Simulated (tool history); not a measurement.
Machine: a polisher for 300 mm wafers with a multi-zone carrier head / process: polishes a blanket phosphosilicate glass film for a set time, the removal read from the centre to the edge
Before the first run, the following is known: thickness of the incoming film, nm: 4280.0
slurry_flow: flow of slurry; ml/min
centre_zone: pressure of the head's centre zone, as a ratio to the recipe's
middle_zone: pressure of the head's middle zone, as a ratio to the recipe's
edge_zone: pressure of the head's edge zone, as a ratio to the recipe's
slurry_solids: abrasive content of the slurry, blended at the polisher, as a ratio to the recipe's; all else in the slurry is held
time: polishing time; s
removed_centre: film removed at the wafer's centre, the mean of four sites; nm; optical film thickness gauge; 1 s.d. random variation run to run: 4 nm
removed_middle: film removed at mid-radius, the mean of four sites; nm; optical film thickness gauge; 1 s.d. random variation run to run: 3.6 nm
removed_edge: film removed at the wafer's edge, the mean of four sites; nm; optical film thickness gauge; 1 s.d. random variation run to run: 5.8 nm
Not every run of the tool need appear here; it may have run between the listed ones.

run 1 hour=0 | slurry_flow=185 centre_zone=1 middle_zone=1 edge_zone=1 slurry_solids=1 time=62 | removed_centre=588.11 removed_middle=566.9 removed_edge=564.93
run 2 hour=4.8 | slurry_flow=185 centre_zone=1.09 middle_zone=1 edge_zone=1 slurry_solids=1 time=62 | removed_centre=638.87 removed_middle=572.93 removed_edge=553.44
run 3 hour=11.4 | slurry_flow=185 centre_zone=1.04 middle_zone=1 edge_zone=1 slurry_solids=1 time=62 | removed_centre=611.32 removed_middle=571.43 removed_edge=566.28
run 4 hour=13.8 | slurry_flow=185 centre_zone=1.04 middle_zone=1.07 edge_zone=1 slurry_solids=1 time=62 | removed_centre=590.17 removed_middle=597.31 removed_edge=562.72
run 5 hour=22.3 | slurry_flow=160 centre_zone=1.04 middle_zone=1.07 edge_zone=1 slurry_solids=1 time=62 | removed_centre=599.31 removed_middle=592.56 removed_edge=553.17
run 6 hour=29.6 | slurry_flow=155 centre_zone=1.03 middle_zone=1.04 edge_zone=1 slurry_solids=0.95 time=62 | removed_centre=573.82 removed_middle=563.72 removed_edge=543.75
run 7 hour=35.7 | slurry_flow=160 centre_zone=1.06 middle_zone=0.94 edge_zone=0.9 slurry_solids=0.7 time=57 | removed_centre=492.46 removed_middle=432.57 removed_edge=425.83
run 8 hour=38.2 | slurry_flow=155 centre_zone=1.05 middle_zone=0.93 edge_zone=0.9 slurry_solids=0.7 time=57 | removed_centre=485 removed_middle=426.49 removed_edge=431.45
run 9 hour=40.6 | slurry_flow=155 centre_zone=1.04 middle_zone=0.92 edge_zone=0.9 slurry_solids=0.7 time=57 | removed_centre=476.94 removed_middle=418.03 removed_edge=446.55

Predict the results of run 10:
run 10 hour=46 | slurry_flow=155 centre_zone=1.04 middle_zone=0.92 edge_zone=0.89 slurry_solids=0.7 time=57 | removed_centre=? removed_middle=? removed_edge=?

removed_centre: 475.96 nm
removed_middle: 428.97 nm
removed_edge: 438.46 nm

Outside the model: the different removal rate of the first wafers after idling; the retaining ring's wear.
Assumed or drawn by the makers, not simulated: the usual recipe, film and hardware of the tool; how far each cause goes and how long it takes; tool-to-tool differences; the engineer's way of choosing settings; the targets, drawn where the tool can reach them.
